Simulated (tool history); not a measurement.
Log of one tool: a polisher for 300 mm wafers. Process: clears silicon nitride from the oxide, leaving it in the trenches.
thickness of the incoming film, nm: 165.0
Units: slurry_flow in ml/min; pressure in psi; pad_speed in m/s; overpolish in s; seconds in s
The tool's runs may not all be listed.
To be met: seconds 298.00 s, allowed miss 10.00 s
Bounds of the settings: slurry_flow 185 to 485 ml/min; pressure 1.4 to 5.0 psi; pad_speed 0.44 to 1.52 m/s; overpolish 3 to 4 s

run,hour,slurry_flow,pressure,pad_speed,overpolish,seconds
1,0.0,310,3.2,0.98,4,178.81
2,6.5,310,3.0,0.98,4,186.08
3,11.3,310,2.8,0.98,4,195.89
4,14.4,310,2.6,0.98,4,209.26
5,15.8,280,2.6,0.98,4,211.42
6,17.3,280,2.0,0.98,4,255.10
7,21.3,280,1.9,0.98,4,260.43
8,23.9,280,1.8,0.98,4,271.78

Which of these 4 next moves meets every target?
A,26.5,335,2.2,0.80,3,?
B,26.5,190,1.7,1.04,4,?
C,26.5,285,2.2,0.84,3,?
D,26.5,245,1.9,0.86,4,?

move,seconds
A,280.60
B,281.98
C,272.71
D,300.36
A: nearer than the last run, and not there yet
B: nearer than the last run, and not there yet
C: as far off as the last run
D: meets every target
Answer: D
